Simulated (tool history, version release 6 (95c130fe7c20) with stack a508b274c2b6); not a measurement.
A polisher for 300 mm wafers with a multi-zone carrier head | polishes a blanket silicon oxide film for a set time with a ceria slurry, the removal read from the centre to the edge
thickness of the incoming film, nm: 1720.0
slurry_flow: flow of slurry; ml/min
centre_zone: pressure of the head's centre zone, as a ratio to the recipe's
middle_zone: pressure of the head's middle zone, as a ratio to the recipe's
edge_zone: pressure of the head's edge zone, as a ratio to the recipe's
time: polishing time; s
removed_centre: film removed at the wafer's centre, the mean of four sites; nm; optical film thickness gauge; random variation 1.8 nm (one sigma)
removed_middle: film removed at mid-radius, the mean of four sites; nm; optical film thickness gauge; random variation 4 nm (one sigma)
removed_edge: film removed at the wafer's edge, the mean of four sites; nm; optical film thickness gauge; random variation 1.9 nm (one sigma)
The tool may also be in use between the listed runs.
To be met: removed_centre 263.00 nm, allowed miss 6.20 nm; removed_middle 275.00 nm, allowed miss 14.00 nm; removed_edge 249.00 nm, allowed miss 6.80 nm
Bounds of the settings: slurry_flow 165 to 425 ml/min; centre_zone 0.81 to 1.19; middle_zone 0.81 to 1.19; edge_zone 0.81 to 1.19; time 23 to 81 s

Run 1, hour 0.0: slurry_flow 275 ml/min, centre_zone 1.00, middle_zone 1.00, edge_zone 1.00, time 52 s. Result: removed_centre 330.42 nm, removed_middle 309.92 nm, removed_edge 295.31 nm.
Run 2, hour 3.6: slurry_flow 270 ml/min, centre_zone 0.98, middle_zone 1.00, edge_zone 0.97, time 51 s. Result: removed_centre 314.46 nm, removed_middle 305.34 nm, removed_edge 281.06 nm.
Run 3, hour 10.0: slurry_flow 270 ml/min, centre_zone 0.98, middle_zone 1.00, edge_zone 1.03, time 51 s. Result: removed_centre 313.50 nm, removed_middle 298.45 nm, removed_edge 291.22 nm.
Run 4, hour 16.6: slurry_flow 265 ml/min, centre_zone 0.96, middle_zone 0.99, edge_zone 1.01, time 51 s. Result: removed_centre 311.12 nm, removed_middle 296.22 nm, removed_edge 286.95 nm.
Run 5, hour 23.9: slurry_flow 290 ml/min, centre_zone 0.96, middle_zone 0.99, edge_zone 1.01, time 51 s. Result: removed_centre 309.91 nm, removed_middle 297.23 nm, removed_edge 288.79 nm.
Run 6, hour 24.5: slurry_flow 290 ml/min, centre_zone 0.96, middle_zone 1.03, edge_zone 1.01, time 51 s. Result: removed_centre 316.54 nm, removed_middle 298.65 nm, removed_edge 291.74 nm.
Run 7, hour 26.6: slurry_flow 290 ml/min, centre_zone 0.94, middle_zone 1.01, edge_zone 0.99, time 50 s. Result: removed_centre 301.22 nm, removed_middle 299.88 nm, removed_edge 283.49 nm.
Run 8, hour 34.1: slurry_flow 280 ml/min, centre_zone 0.93, middle_zone 0.99, edge_zone 0.98, time 49 s. Result: removed_centre 291.47 nm, removed_middle 278.30 nm, removed_edge 268.99 nm.
Run 9, hour 35.8: slurry_flow 270 ml/min, centre_zone 0.91, middle_zone 1.00, edge_zone 0.97, time 49 s. Result: removed_centre 283.03 nm, removed_middle 282.22 nm, removed_edge 273.32 nm.
Run 10, hour 37.7: slurry_flow 265 ml/min, centre_zone 0.90, middle_zone 1.00, edge_zone 0.95, time 49 s. Result: removed_centre 279.54 nm, removed_middle 280.72 nm, removed_edge 267.83 nm.
Run 11, hour 43.5: slurry_flow 260 ml/min, centre_zone 0.89, middle_zone 1.00, edge_zone 0.93, time 49 s. Result: removed_centre 274.50 nm, removed_middle 281.60 nm, removed_edge 264.54 nm.

Which of these 4 next moves meets every target?
Run A, hour 49.3: slurry_flow 245 ml/min, centre_zone 0.87, middle_zone 0.95, edge_zone 1.15, time 49 s. Result: removed_centre ?, removed_middle ?, removed_edge ?.
Run B, hour 49.3: slurry_flow 230 ml/min, centre_zone 0.89, middle_zone 0.99, edge_zone 0.90, time 51 s. Result: removed_centre ?, removed_middle ?, removed_edge ?.
Run C, hour 49.3: slurry_flow 285 ml/min, centre_zone 0.88, middle_zone 1.02, edge_zone 0.88, time 47 s. Result: removed_centre ?, removed_middle ?, removed_edge ?.
Run D, hour 49.3: slurry_flow 280 ml/min, centre_zone 0.82, middle_zone 0.95, edge_zone 0.96, time 50 s. Result: removed_centre ?, removed_middle ?, removed_edge ?.

move  removed_centre  removed_middle  removed_edge
   A          267.92          268.56        293.74
   B          283.23          287.55        270.74
   C          264.28          277.58        250.93
   D          261.51          277.75        277.51
A: further off than the last run
B: further off than the last run
C: meets every target
D: further off than the last run
The right move is C.

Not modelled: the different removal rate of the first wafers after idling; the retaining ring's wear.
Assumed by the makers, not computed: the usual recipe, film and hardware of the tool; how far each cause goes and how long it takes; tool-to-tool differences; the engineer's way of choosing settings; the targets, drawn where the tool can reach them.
